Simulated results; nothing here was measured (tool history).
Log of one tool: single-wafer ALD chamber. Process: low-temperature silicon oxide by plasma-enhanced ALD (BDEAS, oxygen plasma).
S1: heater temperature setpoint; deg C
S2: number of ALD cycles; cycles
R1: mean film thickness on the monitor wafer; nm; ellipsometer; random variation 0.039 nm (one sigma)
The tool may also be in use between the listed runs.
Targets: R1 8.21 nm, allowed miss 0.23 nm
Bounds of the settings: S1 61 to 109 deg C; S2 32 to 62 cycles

run 1 hour=0 | S1=85 S2=47 | R1=6.8347
run 2 hour=8.5 | S1=83 S2=48 | R1=6.9956
run 3 hour=12.5 | S1=83 S2=44 | R1=6.3943
run 4 hour=13.3 | S1=83 S2=49 | R1=7.0662
run 5 hour=18 | S1=83 S2=51 | R1=7.4332
run 6 hour=26.9 | S1=82 S2=52 | R1=7.5801
run 7 hour=32.2 | S1=82 S2=53 | R1=7.6985
run 8 hour=35.9 | S1=82 S2=54 | R1=7.8289

Which of these 5 next moves meets every target?
run A hour=39.6 | S1=79 S2=51 | R1=?
run B hour=39.6 | S1=82 S2=52 | R1=?
run C hour=39.6 | S1=75 S2=51 | R1=?
run D hour=39.6 | S1=88 S2=62 | R1=?
run E hour=39.6 | S1=79 S2=56 | R1=?

move=A R1=7.5218
move=B R1=7.6012
move=C R1=7.6109
move=D R1=8.9005
move=E R1=8.2593
A: further off than the last run
B: further off than the last run
C: further off than the last run
D: takes the result that was furthest off past its target
E: meets every target
Move E is the one to make.

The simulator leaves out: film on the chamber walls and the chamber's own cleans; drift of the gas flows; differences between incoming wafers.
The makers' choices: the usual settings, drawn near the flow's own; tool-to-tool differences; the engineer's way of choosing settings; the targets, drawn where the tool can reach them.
